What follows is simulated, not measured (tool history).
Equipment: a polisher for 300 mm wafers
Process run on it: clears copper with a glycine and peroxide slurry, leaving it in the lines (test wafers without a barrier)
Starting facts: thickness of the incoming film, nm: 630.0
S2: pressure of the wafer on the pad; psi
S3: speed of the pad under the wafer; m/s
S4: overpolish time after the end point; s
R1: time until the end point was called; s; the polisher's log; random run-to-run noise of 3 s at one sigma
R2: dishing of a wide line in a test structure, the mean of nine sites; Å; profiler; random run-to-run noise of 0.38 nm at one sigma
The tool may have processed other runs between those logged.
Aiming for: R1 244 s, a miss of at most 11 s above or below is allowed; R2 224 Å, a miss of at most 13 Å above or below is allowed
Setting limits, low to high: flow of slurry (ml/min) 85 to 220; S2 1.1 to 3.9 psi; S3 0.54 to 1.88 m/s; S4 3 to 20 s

{"run": 1, "day": 0.0, "flow of slurry (ml/min)": 140, "S2": 2.5, "S3": 1.2, "S4": 10, "R1": 125.87, "R2": 365.47}
{"run": 2, "day": 0.221, "flow of slurry (ml/min)": 140, "S2": 2.5, "S3": 1.4, "S4": 10, "R1": 108.46, "R2": 408.66}
{"run": 3, "day": 0.471, "flow of slurry (ml/min)": 140, "S2": 2.5, "S3": 1.64, "S4": 10, "R1": 93.82, "R2": 458.62}
{"run": 4, "day": 0.796, "flow of slurry (ml/min)": 135, "S2": 2.3, "S3": 1.56, "S4": 10, "R1": 106.32, "R2": 421.3}
{"run": 5, "day": 1.15, "flow of slurry (ml/min)": 130, "S2": 2.2, "S3": 1.48, "S4": 10, "R1": 117.48, "R2": 386.53}
{"run": 6, "day": 1.454, "flow of slurry (ml/min)": 130, "S2": 1.6, "S3": 1.48, "S4": 10, "R1": 150.78, "R2": 304.05}
{"run": 7, "day": 1.704, "flow of slurry (ml/min)": 130, "S2": 1.5, "S3": 1.44, "S4": 10, "R1": 164.24, "R2": 281.5}
{"run": 8, "day": 2.017, "flow of slurry (ml/min)": 130, "S2": 1.5, "S3": 1.4, "S4": 10, "R1": 168.17, "R2": 283.88}
{"run": 9, "day": 2.371, "flow of slurry (ml/min)": 130, "S2": 1.5, "S3": 1.36, "S4": 10, "R1": 168.65, "R2": 284.12}
{"run": 10, "day": 2.679, "flow of slurry (ml/min)": 130, "S2": 1.5, "S3": 1.32, "S4": 10, "R1": 173.34, "R2": 273.72}
{"run": 11, "day": 2.942, "flow of slurry (ml/min)": 130, "S2": 1.5, "S3": 1.28, "S4": 10, "R1": 180.31, "R2": 268.35}
{"run": 12, "day": 3.258, "flow of slurry (ml/min)": 130, "S2": 1.5, "S3": 1.26, "S4": 10, "R1": 176.19, "R2": 260.63}
{"run": 13, "day": 3.375, "flow of slurry (ml/min)": 130, "S2": 1.5, "S3": 1.22, "S4": 10, "R1": 186.38, "R2": 269.26}
{"run": 14, "day": 3.479, "flow of slurry (ml/min)": 130, "S2": 1.5, "S3": 1.2, "S4": 10, "R1": 181.91, "R2": 259.63}
{"run": 15, "day": 3.846, "flow of slurry (ml/min)": 130, "S2": 1.5, "S3": 1.16, "S4": 10, "R1": 194.94, "R2": 264.37}
{"run": 16, "day": 4.183, "flow of slurry (ml/min)": 115, "S2": 1.1, "S3": 1.06, "S4": 10, "R1": 253.66, "R2": 191.09}
{"run": 17, "day": 4.35, "flow of slurry (ml/min)": 115, "S2": 1.1, "S3": 1.06, "S4": 10, "R1": 259.03, "R2": 199.32}
{"run": 18, "day": 4.488, "flow of slurry (ml/min)": 125, "S2": 1.1, "S3": 1.06, "S4": 10, "R1": 258.11, "R2": 195.72}

Consider the 4 candidate settings below. Which is the only one whose results all fall within their allowed miss of target?
{"run": "A", "day": 4.625, "flow of slurry (ml/min)": 205, "S2": 1.2, "S3": 0.96, "S4": 11, "R1": "?", "R2": "?"}
{"run": "B", "day": 4.625, "flow of slurry (ml/min)": 125, "S2": 1.2, "S3": 1.18, "S4": 11, "R1": "?", "R2": "?"}
{"run": "C", "day": 4.625, "flow of slurry (ml/min)": 140, "S2": 1.2, "S3": 0.78, "S4": 12, "R1": "?", "R2": "?"}
{"run": "D", "day": 4.625, "flow of slurry (ml/min)": 90, "S2": 1.1, "S3": 1.08, "S4": 8, "R1": "?", "R2": "?"}

move=A R1=245.64 R2=226.53
move=B R1=226.23 R2=242.18
move=C R1=293.04 R2=210.27
move=D R1=266.58 R2=156.88
A: each result inside its tolerance
B: carries the result that was furthest off beyond its target, to the other side
C: its largest miss is bigger than the last run's
D: its largest miss is bigger than the last run's
Go with A: it meets all targets.

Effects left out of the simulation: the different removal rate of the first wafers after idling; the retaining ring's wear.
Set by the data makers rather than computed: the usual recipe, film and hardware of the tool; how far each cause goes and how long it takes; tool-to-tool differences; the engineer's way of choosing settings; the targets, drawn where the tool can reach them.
